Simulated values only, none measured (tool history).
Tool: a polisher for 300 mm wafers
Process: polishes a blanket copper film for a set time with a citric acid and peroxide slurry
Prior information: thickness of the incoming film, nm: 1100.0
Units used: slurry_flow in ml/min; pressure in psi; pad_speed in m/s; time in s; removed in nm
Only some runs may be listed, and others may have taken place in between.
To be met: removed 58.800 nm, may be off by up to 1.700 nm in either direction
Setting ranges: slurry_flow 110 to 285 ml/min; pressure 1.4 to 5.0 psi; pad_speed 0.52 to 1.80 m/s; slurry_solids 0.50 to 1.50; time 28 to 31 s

run  hour  slurry_flow  pressure  pad_speed  slurry_solids  time  removed
  1   0.0          180       3.2       1.16           1.00    31  101.960
  2   2.3          180       3.2       1.16           1.00    31  102.590
  3   4.7          180       3.7       1.16           1.00    31  118.550
  4  11.8          180       3.0       1.16           1.00    31   94.791
  5  15.4          175       2.6       1.16           1.00    31   82.847
  6  18.7          175       2.6       1.16           1.00    28   74.994
  7  23.8          165       2.4       1.16           1.00    28   68.422
     29.1  -- head pressure recalibrated
  8  29.1          150       2.4       1.16           1.00    28   61.912
  9  30.5          145       2.4       1.16           1.00    28   61.909
 10  34.2          135       2.2       1.16           1.00    28   55.815
 11  39.3          140       2.2       1.16           1.00    28   56.084

Which one of the following 5 next-run settings gets every result inside its allowed miss? There is exactly one.
  A  44.4          125       2.7       0.92           0.90    29        ?
  B  44.4          170       2.0       1.02           1.35    28        ?
  C  44.4          120       2.0       1.18           1.00    29        ?
  D  44.4          165       1.5       1.46           1.10    30        ?
  E  44.4          120       2.0       1.28           1.10    28        ?

move  removed
   A   58.714
   B   52.910
   C   51.400
   D   50.492
   E   53.317
A: all results land within tolerance of their targets
B: its largest miss is bigger than the last run's
C: its largest miss is bigger than the last run's
D: its largest miss is bigger than the last run's
E: its largest miss is bigger than the last run's
Answer: A

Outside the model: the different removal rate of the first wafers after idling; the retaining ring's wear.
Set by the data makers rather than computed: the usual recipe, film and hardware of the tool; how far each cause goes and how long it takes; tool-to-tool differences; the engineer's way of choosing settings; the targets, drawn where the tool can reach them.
